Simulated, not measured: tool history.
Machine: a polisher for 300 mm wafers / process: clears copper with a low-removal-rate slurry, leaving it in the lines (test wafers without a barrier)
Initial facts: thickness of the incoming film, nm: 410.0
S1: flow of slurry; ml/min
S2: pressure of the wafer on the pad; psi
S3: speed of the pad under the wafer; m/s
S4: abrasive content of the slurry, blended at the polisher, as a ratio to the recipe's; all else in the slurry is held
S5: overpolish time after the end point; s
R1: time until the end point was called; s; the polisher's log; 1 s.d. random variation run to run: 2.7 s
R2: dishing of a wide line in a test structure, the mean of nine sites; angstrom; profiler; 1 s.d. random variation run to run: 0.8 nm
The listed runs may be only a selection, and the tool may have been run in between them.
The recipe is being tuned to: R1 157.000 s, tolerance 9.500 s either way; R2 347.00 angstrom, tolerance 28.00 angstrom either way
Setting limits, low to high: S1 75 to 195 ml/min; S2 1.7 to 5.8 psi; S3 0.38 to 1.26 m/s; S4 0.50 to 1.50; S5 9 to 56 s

{"run": 1, "hour": 0.0, "S1": 125, "S2": 3.7, "S3": 0.82, "S4": 1.0, "S5": 29, "R1": 116.04, "R2": 578.57}
{"run": 2, "hour": 2.1, "S1": 125, "S2": 4.4, "S3": 0.82, "S4": 1.0, "S5": 29, "R1": 95.982, "R2": 685.04}
{"run": 3, "hour": 11.0, "S1": 125, "S2": 4.4, "S3": 0.72, "S4": 1.0, "S5": 29, "R1": 111.06, "R2": 638.65}
{"run": 4, "hour": 11.7, "S1": 125, "S2": 3.8, "S3": 0.72, "S4": 1.0, "S5": 29, "R1": 129.48, "R2": 572.72}
{"run": 5, "hour": 20.4, "S1": 125, "S2": 3.8, "S3": 0.72, "S4": 0.9, "S5": 29, "R1": 126.35, "R2": 527.52}
{"run": 6, "hour": 20.9, "S1": 125, "S2": 3.6, "S3": 0.72, "S4": 0.85, "S5": 28, "R1": 138.96, "R2": 519.29}
{"run": 7, "hour": 28.2, "S1": 125, "S2": 3.5, "S3": 0.72, "S4": 0.85, "S5": 25, "R1": 148.2, "R2": 448.62}
{"run": 8, "hour": 29.8, "S1": 125, "S2": 3.5, "S3": 0.72, "S4": 0.85, "S5": 23, "R1": 144.33, "R2": 415.32}
{"run": 9, "hour": 34.0, "S1": 125, "S2": 3.4, "S3": 0.72, "S4": 0.85, "S5": 22, "R1": 147.39, "R2": 399.81}

Exactly one of the 4 candidate moves below puts every result within its allowed miss. Which one?
{"run": "A", "hour": 38.2, "S1": 135, "S2": 3.2, "S3": 0.72, "S4": 0.8, "S5": 28, "R1": "?", "R2": "?"}
{"run": "B", "hour": 38.2, "S1": 155, "S2": 4.0, "S3": 0.58, "S4": 0.85, "S5": 31, "R1": "?", "R2": "?"}
{"run": "C", "hour": 38.2, "S1": 110, "S2": 2.7, "S3": 0.84, "S4": 1.0, "S5": 20, "R1": "?", "R2": "?"}
{"run": "D", "hour": 38.2, "S1": 150, "S2": 3.6, "S3": 0.62, "S4": 0.9, "S5": 29, "R1": "?", "R2": "?"}

move=A R1=152.830 R2=453.99
move=B R1=144.900 R2=521.10
move=C R1=150.860 R2=345.34
move=D R1=148.650 R2=481.27
A: lands further from the targets than the last run did
B: lands further from the targets than the last run did
C: each result inside its tolerance
D: lands further from the targets than the last run did
So the answer is move C, the one that meets all the targets.
